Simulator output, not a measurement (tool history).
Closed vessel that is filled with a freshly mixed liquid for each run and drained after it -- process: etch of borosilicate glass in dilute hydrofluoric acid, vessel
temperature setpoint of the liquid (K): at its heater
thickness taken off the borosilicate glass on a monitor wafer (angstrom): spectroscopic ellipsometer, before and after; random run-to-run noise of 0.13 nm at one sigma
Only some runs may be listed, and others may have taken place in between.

run  hour  temperature setpoint of the liquid (K)  parts of water to one part of 49 % hydrofluoric acid (parts by volume)  time in the liquid (s)  thickness taken off the borosilicate glass on a monitor wafer (angstrom)
  1     0                                  294.15                                                                     130                     215                                                                    317.77
  2   6.3                                  294.15                                                                     130                     215                                                                    316.17
  3   9.1                                  294.15                                                                     150                     215                                                                    269.37
  4  16.8                                  294.15                                                                     125                     215                                                                    332.02
  5    18                                  294.15                                                                      95                     215                                                                     451.4
  6  24.4                                  293.65                                                                     100                     215                                                                    417.71

Estimate the outcome of run 7 from the log above:
  7  32.4                                  293.15                                                                     105                     215                                                                         ?

{"run 7": {"thickness taken off the borosilicate glass on a monitor wafer (angstrom)": 387.39}}
